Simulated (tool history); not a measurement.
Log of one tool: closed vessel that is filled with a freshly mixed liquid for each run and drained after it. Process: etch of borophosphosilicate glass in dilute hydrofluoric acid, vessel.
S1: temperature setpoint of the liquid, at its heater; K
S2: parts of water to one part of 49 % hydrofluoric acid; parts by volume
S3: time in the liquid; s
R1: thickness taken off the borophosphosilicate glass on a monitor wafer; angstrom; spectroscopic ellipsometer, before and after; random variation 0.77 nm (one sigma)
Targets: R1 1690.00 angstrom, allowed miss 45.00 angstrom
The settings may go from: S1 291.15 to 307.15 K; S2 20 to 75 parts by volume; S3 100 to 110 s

run 1 hour=0.0 | S1=299.15 S2=45 S3=100 | R1=894.48
run 2 hour=3.8 | S1=297.15 S2=45 S3=100 | R1=830.68
run 3 hour=9.4 | S1=297.15 S2=45 S3=110 | R1=911.89
run 4 hour=13.4 | S1=298.65 S2=45 S3=110 | R1=969.11
run 5 hour=18.0 | S1=298.65 S2=35 S3=110 | R1=1258.00
run 6 hour=20.1 | S1=299.65 S2=35 S3=110 | R1=1306.70
run 7 hour=21.3 | S1=300.65 S2=35 S3=110 | R1=1364.30
run 8 hour=30.1 | S1=301.15 S2=35 S3=110 | R1=1405.50
run 9 hour=37.8 | S1=301.65 S2=35 S3=110 | R1=1425.80
run 10 hour=40.6 | S1=302.15 S2=35 S3=110 | R1=1449.30
run 11 hour=43.2 | S1=302.65 S2=35 S3=110 | R1=1493.20
run 12 hour=51.1 | S1=303.15 S2=35 S3=110 | R1=1506.60
run 13 hour=56.7 | S1=303.65 S2=35 S3=110 | R1=1536.50
run 14 hour=65.5 | S1=304.15 S2=35 S3=110 | R1=1576.20
run 15 hour=69.6 | S1=305.15 S2=35 S3=110 | R1=1654.20

4 next moves are on the table. One of them brings every result within its allowed miss. Which?
run A hour=73.7 | S1=304.15 S2=30 S3=100 | R1=?
run B hour=73.7 | S1=304.15 S2=35 S3=110 | R1=?
run C hour=73.7 | S1=306.65 S2=35 S3=100 | R1=?
run D hour=73.7 | S1=307.15 S2=35 S3=110 | R1=?

move=A R1=1677.80
move=B R1=1569.20
move=C R1=1573.30
move=D R1=1764.40
A: meets every target
B: further off than the last run
C: further off than the last run
D: takes the result that was furthest off past its target
Move A is the one to make.
